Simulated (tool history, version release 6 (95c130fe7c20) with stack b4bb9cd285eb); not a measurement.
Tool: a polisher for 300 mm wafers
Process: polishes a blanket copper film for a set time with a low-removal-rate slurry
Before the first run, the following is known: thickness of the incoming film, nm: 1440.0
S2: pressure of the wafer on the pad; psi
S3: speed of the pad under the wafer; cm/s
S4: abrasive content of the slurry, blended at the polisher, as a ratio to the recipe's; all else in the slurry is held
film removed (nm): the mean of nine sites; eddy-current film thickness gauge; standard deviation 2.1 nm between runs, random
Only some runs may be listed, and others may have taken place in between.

run 1 day=0.000 | flow_of_slurry_(ml/min)=155 S2=2.8 S3=112 S4=1.0 polishing_time_(s)=93 | film_removed_(nm)=258.61
run 2 day=0.325 | flow_of_slurry_(ml/min)=150 S2=2.8 S3=112 S4=1.0 polishing_time_(s)=93 | film_removed_(nm)=254.38
run 3 day=0.679 | flow_of_slurry_(ml/min)=145 S2=2.8 S3=112 S4=1.0 polishing_time_(s)=93 | film_removed_(nm)=256.32
run 4 day=0.779 | flow_of_slurry_(ml/min)=140 S2=2.7 S3=112 S4=1.0 polishing_time_(s)=93 | film_removed_(nm)=249.25
run 5 day=0.921 | flow_of_slurry_(ml/min)=140 S2=2.7 S3=96 S4=1.0 polishing_time_(s)=93 | film_removed_(nm)=222.61
run 6 day=1.058 | flow_of_slurry_(ml/min)=140 S2=2.8 S3=96 S4=1.0 polishing_time_(s)=93 | film_removed_(nm)=223.04
-- day=1.254 slurry blender recalibrated
run 7 day=1.254 | flow_of_slurry_(ml/min)=145 S2=2.9 S3=96 S4=1.0 polishing_time_(s)=93 | film_removed_(nm)=255.69

What does the tool deliver on the next run?
run 8 day=1.558 | flow_of_slurry_(ml/min)=140 S2=2.9 S3=96 S4=1.0 polishing_time_(s)=93 | film_removed_(nm)=?

Run 8 produced film removed (nm) 251.73.
